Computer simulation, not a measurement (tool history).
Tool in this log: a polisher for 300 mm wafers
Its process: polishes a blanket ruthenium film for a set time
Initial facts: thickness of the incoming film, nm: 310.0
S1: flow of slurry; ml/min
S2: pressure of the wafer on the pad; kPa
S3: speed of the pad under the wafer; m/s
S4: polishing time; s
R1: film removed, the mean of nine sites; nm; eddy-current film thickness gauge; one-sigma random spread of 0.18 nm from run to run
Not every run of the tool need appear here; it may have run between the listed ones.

run 1 hour=0.0 | S1=215 S2=18.6 S3=0.88 S4=19 | R1=25.632
run 2 hour=3.5 | S1=215 S2=18.6 S3=1.02 S4=19 | R1=29.352
run 3 hour=12.3 | S1=245 S2=18.6 S3=1.02 S4=19 | R1=29.839
run 4 hour=19.3 | S1=245 S2=20.7 S3=1.02 S4=19 | R1=33.183
run 5 hour=23.6 | S1=245 S2=17.9 S3=1.02 S4=19 | R1=28.237
run 6 hour=28.8 | S1=245 S2=17.9 S3=1.02 S4=19 | R1=28.667
run 7 hour=30.9 | S1=245 S2=15.9 S3=1.02 S4=19 | R1=25.164
run 8 hour=33.3 | S1=245 S2=14.5 S3=1.02 S4=19 | R1=23.254
run 9 hour=38.5 | S1=245 S2=13.8 S3=1.02 S4=19 | R1=22.196

Run 10 is up next; what results do you expect?
run 10 hour=42.9 | S1=245 S2=13.1 S3=1.02 S4=19 | R1=?

{"run 10": {"R1": 21.092}}
